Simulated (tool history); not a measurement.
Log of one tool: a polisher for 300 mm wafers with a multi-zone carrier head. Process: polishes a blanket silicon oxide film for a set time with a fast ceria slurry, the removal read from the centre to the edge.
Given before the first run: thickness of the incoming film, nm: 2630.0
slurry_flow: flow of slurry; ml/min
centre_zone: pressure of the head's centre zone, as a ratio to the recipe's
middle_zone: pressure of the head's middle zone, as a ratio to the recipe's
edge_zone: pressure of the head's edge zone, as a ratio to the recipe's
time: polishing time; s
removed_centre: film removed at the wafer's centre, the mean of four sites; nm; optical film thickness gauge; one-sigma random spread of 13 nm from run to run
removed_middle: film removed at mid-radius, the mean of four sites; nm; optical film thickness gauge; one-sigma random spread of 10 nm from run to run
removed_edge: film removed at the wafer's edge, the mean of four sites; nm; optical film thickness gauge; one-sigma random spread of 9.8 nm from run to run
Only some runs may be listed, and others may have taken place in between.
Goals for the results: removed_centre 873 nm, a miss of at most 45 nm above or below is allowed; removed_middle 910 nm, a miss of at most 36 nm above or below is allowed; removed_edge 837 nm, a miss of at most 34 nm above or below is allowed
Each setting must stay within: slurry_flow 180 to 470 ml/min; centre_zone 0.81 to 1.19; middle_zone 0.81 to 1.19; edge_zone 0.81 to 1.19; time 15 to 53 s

run 1 hour=0 | slurry_flow=300 centre_zone=1 middle_zone=1 edge_zone=1 time=34 | removed_centre=665.57 removed_middle=662.4 removed_edge=639.83
run 2 hour=7.3 | slurry_flow=300 centre_zone=1 middle_zone=1.01 edge_zone=1.01 time=35 | removed_centre=685.19 removed_middle=681.84 removed_edge=665.83
run 3 hour=10.8 | slurry_flow=300 centre_zone=1 middle_zone=1.02 edge_zone=1.02 time=36 | removed_centre=709.51 removed_middle=697.04 removed_edge=688.03
run 4 hour=14.3 | slurry_flow=300 centre_zone=1 middle_zone=1.03 edge_zone=1.02 time=37 | removed_centre=735.47 removed_middle=735.07 removed_edge=702.21
run 5 hour=18.3 | slurry_flow=300 centre_zone=1 middle_zone=0.95 edge_zone=1.02 time=37 | removed_centre=722.18 removed_middle=681.95 removed_edge=721.74
run 6 hour=23.4 | slurry_flow=365 centre_zone=1 middle_zone=0.95 edge_zone=1.02 time=37 | removed_centre=739.23 removed_middle=692.33 removed_edge=711.93
run 7 hour=28.8 | slurry_flow=365 centre_zone=1 middle_zone=0.96 edge_zone=1.02 time=38 | removed_centre=764.41 removed_middle=713.28 removed_edge=723.24
run 8 hour=32.8 | slurry_flow=365 centre_zone=1 middle_zone=0.97 edge_zone=1.02 time=39 | removed_centre=750 removed_middle=732.29 removed_edge=740.54
run 9 hour=38.1 | slurry_flow=365 centre_zone=1.01 middle_zone=0.98 edge_zone=1.02 time=40 | removed_centre=813.46 removed_middle=772.39 removed_edge=760.76
run 10 hour=46.3 | slurry_flow=365 centre_zone=1.01 middle_zone=0.99 edge_zone=1.02 time=40 | removed_centre=792.07 removed_middle=781.7 removed_edge=779.8
run 11 hour=55.3 | slurry_flow=385 centre_zone=1.09 middle_zone=1.09 edge_zone=1 time=42 | removed_centre=929.86 removed_middle=898.62 removed_edge=815.72

Which of these 5 next moves meets every target?
run A hour=64.3 | slurry_flow=385 centre_zone=1.09 middle_zone=1.11 edge_zone=0.95 time=44 | removed_centre=? removed_middle=? removed_edge=?
run B hour=64.3 | slurry_flow=400 centre_zone=0.99 middle_zone=1.07 edge_zone=1 time=44 | removed_centre=? removed_middle=? removed_edge=?
run C hour=64.3 | slurry_flow=375 centre_zone=1.19 middle_zone=1.14 edge_zone=0.92 time=42 | removed_centre=? removed_middle=? removed_edge=?
run D hour=64.3 | slurry_flow=400 centre_zone=1.06 middle_zone=0.99 edge_zone=0.96 time=45 | removed_centre=? removed_middle=? removed_edge=?
run E hour=64.3 | slurry_flow=370 centre_zone=1.15 middle_zone=1.11 edge_zone=1 time=43 | removed_centre=? removed_middle=? removed_edge=?

move=A removed_centre=958.61 removed_middle=968.22 removed_edge=817.34
move=B removed_centre=872.46 removed_middle=941.34 removed_edge=839.86
move=C removed_centre=997.62 removed_middle=943.3 removed_edge=767.1
move=D removed_centre=955.34 removed_middle=901.06 removed_edge=843.22
move=E removed_centre=985.5 removed_middle=943.01 removed_edge=816.67
A: further off than the last run
B: meets every target
C: further off than the last run
D: further off than the last run
E: further off than the last run
Answer: B
